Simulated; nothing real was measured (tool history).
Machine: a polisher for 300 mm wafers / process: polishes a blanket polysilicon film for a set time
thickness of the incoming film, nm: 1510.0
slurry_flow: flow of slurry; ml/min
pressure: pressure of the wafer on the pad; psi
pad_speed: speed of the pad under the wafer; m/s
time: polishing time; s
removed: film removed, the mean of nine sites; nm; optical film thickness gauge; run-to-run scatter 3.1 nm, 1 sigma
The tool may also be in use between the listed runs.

run,day,slurry_flow,pressure,pad_speed,time,removed
1,0.000,280,2.0,1.00,55,377.72
2,0.225,280,1.9,1.00,55,367.74
3,0.458,280,2.4,1.00,55,458.39
4,0.671,280,2.2,1.00,55,421.15
5,0.812,280,2.2,1.00,57,439.82
6,0.975,280,2.0,1.00,57,395.58

Forecast run 7:
7,1.004,280,1.9,1.00,57,?

removed: 382.52 nm
